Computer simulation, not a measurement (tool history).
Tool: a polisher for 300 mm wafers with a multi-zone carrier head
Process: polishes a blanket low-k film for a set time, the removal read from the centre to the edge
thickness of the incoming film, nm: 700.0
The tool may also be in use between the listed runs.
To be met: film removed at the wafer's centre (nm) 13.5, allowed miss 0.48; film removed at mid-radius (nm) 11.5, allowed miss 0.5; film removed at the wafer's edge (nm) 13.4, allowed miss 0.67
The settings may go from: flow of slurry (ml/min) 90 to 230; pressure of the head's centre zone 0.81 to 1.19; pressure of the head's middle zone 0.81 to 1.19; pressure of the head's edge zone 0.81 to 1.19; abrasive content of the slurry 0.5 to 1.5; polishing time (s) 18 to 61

run  hour  flow of slurry (ml/min)  pressure of the head's centre zone  pressure of the head's middle zone  pressure of the head's edge zone  abrasive content of the slurry  polishing time (s)  film removed at the wafer's centre (nm)  film removed at mid-radius (nm)  film removed at the wafer's edge (nm)
  1     0                      150                                   1                                   1                                 1                               1                  39                                   14.023                           13.965                                 14.903
  2   5.3                      170                                   1                                   1                                 1                               1                  39                                   14.471                            14.07                                 14.996
  3    12                      170                                0.97                                   1                                 1                               1                  39                                    13.92                           14.237                                 14.845
  4  16.5                      170                                0.98                                0.97                              0.98                            0.95                  39                                    13.56                           13.541                                 14.515
     18.1  -- edge zone pressure recalibrated
  5  18.1                      170                                0.98                                0.97                              0.98                            0.95                  43                                   14.981                            15.41                                 15.077
  6  21.6                      165                                   1                                0.94                              0.99                             0.9                  43                                   14.924                           14.471                                 15.321
  7  30.4                      140                                1.03                                0.84                              0.89                             0.7                  42                                    12.73                           11.174                                 11.544
  8  34.2                      145                                1.03                                0.84                              0.92                             0.7                  42                                   12.594                           11.185                                 11.966

Which of these 4 next moves meets every target?
  A    38                      170                                   1                                0.81                              1.11                            0.65                  42                                        ?                                ?                                      ?
  B    38                      175                                 1.1                                0.93                              0.81                            0.65                  38                                        ?                                ?                                      ?
  C    38                      140                                0.97                                0.81                              1.19                             0.9                  38                                        ?                                ?                                      ?
  D    38                      160                                1.04                                0.81                              1.02                            0.65                  46                                        ?                                ?                                      ?

move  film removed at the wafer's centre (nm)  film removed at mid-radius (nm)  film removed at the wafer's edge (nm)
   A                                   12.045                           10.542                                 12.535
   B                                   12.055                           10.305                                 9.7931
   C                                    12.42                           11.248                                 13.969
   D                                   13.599                           11.452                                 13.086
A: further off than the last run
B: further off than the last run
C: brings the result that was furthest off to its target, and leaves another outside
D: meets every target
Answer: D

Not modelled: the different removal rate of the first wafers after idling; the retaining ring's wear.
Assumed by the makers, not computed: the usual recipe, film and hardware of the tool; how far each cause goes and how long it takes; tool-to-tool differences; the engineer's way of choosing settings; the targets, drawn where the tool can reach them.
